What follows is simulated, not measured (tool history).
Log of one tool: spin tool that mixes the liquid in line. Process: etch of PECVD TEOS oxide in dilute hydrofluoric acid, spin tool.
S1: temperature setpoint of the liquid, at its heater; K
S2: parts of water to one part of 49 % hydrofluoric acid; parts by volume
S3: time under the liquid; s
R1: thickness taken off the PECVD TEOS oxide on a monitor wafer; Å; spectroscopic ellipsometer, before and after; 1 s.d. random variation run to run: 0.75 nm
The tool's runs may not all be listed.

run 1 day=0 | S1=294.15 S2=65 S3=290 | R1=627.17
run 2 day=0.229 | S1=290.65 S2=65 S3=290 | R1=542.76
run 3 day=0.292 | S1=290.65 S2=85 S3=290 | R1=400.65
run 4 day=0.596 | S1=290.15 S2=85 S3=290 | R1=395.43
run 5 day=0.808 | S1=293.15 S2=85 S3=290 | R1=452.1
run 6 day=0.9 | S1=295.65 S2=80 S3=290 | R1=543.53

Run 7 is up next; what results do you expect?
run 7 day=1.138 | S1=297.15 S2=80 S3=290 | R1=?

R1: 567.81 Å
